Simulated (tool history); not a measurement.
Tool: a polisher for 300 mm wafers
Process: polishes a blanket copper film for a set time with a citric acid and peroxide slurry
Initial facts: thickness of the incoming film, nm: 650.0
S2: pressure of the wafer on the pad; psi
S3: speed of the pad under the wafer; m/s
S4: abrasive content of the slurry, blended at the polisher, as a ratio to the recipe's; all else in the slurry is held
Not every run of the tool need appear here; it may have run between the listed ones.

Run 1, hour 0: flow of slurry (ml/min) 125, S2 3.5 psi, S3 1.04 m/s, S4 1, polishing time (s) 108. Result: film removed (Å) 2570.3.
Run 2, hour 6.7: flow of slurry (ml/min) 125, S2 3.1 psi, S3 1.04 m/s, S4 1, polishing time (s) 108. Result: film removed (Å) 2249.3.
Run 3, hour 10.4: flow of slurry (ml/min) 120, S2 2.9 psi, S3 1.04 m/s, S4 1, polishing time (s) 108. Result: film removed (Å) 2086.5.
Run 4, hour 11: flow of slurry (ml/min) 120, S2 2.9 psi, S3 1.28 m/s, S4 1, polishing time (s) 108. Result: film removed (Å) 2554.
Run 5, hour 12.6: flow of slurry (ml/min) 90, S2 2.9 psi, S3 1.28 m/s, S4 1, polishing time (s) 108. Result: film removed (Å) 2393.1.
Run 6, hour 14.8: flow of slurry (ml/min) 90, S2 3.3 psi, S3 1.28 m/s, S4 1, polishing time (s) 108. Result: film removed (Å) 2624.8.
Run 7, hour 23.2: flow of slurry (ml/min) 90, S2 3 psi, S3 1.28 m/s, S4 1, polishing time (s) 108. Result: film removed (Å) 2392.4.

Run 8 has not been measured yet. What should we expect?
Run 8, hour 28.2: flow of slurry (ml/min) 90, S2 2.8 psi, S3 1.28 m/s, S4 1, polishing time (s) 108. Result: film removed (Å) ?.

{"run 8": {"film removed (Å)": 2250}}

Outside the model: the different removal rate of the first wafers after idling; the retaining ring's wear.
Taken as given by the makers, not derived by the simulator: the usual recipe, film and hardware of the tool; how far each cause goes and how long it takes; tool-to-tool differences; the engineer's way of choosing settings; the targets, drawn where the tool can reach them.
